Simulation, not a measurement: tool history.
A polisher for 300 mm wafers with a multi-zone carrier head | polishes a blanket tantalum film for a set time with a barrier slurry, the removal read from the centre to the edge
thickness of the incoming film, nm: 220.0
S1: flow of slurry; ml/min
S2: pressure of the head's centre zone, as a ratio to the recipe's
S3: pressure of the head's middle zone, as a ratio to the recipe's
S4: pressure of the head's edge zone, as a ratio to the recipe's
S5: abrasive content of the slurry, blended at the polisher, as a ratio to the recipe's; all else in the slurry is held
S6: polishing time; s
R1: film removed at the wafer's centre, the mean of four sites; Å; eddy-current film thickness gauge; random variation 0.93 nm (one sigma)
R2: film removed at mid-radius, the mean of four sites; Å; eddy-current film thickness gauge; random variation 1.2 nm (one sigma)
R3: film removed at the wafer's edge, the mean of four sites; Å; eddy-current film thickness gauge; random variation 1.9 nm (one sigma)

| run | hour | S1 | S2 | S3 | S4 | S5 | S6 | R1 | R2 | R3 |
|---|---|---|---|---|---|---|---|---|---|---|
| 1 | 0.0 | 200 | 1.00 | 1.00 | 1.00 | 1.00 | 37 | 886.88 | 868.20 | 896.75 |
| 2 | 6.1 | 200 | 1.00 | 1.00 | 1.00 | 1.00 | 40 | 964.69 | 948.63 | 965.01 |
| 3 | 12.0 | 210 | 1.02 | 1.02 | 1.06 | 1.15 | 42 | 1081.30 | 1057.40 | 1094.10 |
| 4 | 19.1 | 220 | 1.04 | 1.04 | 1.10 | 1.25 | 44 | 1175.70 | 1145.10 | 1220.20 |
| 5 | 21.1 | 220 | 1.11 | 1.04 | 1.10 | 1.25 | 44 | 1270.00 | 1149.40 | 1210.60 |
| 6 | 26.9 | 230 | 1.12 | 1.07 | 1.13 | 1.35 | 45 | 1331.30 | 1261.00 | 1245.70 |
| 7 | 32.3 | 230 | 1.11 | 1.06 | 1.15 | 1.40 | 46 | 1388.30 | 1270.00 | 1325.60 |
| 8 | 38.6 | 235 | 1.10 | 1.07 | 1.16 | 1.45 | 47 | 1427.50 | 1331.40 | 1356.80 |

Run 9 comes next. What will it give?
| 9 | 46.2 | 235 | 1.09 | 1.07 | 1.17 | 1.45 | 48 | ? | ? | ? |

{"run 9": {"R1": 1451.7, "R2": 1346.9, "R3": 1391.5}}
